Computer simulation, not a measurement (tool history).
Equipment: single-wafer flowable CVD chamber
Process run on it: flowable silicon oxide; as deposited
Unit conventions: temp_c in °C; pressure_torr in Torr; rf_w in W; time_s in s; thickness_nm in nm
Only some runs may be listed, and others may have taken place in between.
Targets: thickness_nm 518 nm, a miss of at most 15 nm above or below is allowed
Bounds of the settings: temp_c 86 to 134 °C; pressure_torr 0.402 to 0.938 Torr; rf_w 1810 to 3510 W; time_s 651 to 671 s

run,day,temp_c,pressure_torr,rf_w,time_s,thickness_nm
1,0,110,0.67,2660,651,233.95
2,0.333,110,0.67,2280,651,226.44
3,0.633,108,0.673,2280,651,246.68
4,0.712,114,0.673,2280,651,197.21
5,1.029,107,0.673,2280,651,254.96
6,1.083,107,0.767,2280,651,288.75
7,1.329,105,0.768,2280,651,312.99
8,1.592,104,0.768,2280,651,324.29
9,1.746,103,0.768,2280,651,337.72
10,1.988,102,0.768,2280,651,351.99
11,2.204,101,0.768,2280,651,363.53
12,2.504,89,0.771,2280,651,568.68

Of the 5 settings listed for the next run, only one would bring every result within its allowed miss of target. Which one?
A,2.804,88,0.808,2360,651,?
B,2.804,96,0.808,2395,651,?
C,2.804,91,0.754,2215,662,?
D,2.804,87,0.739,2260,651,?
E,2.804,95,0.898,1860,651,?

move,thickness_nm
A,624.02
B,470.21
C,527.13
D,585.21
E,497.01
A: its largest miss is bigger than the last run's
B: moves the result that the last run missed by most past its target, out the other side
C: every result within its allowed miss
D: its largest miss is bigger than the last run's
E: moves the result that the last run missed by most past its target, out the other side
Answer: C
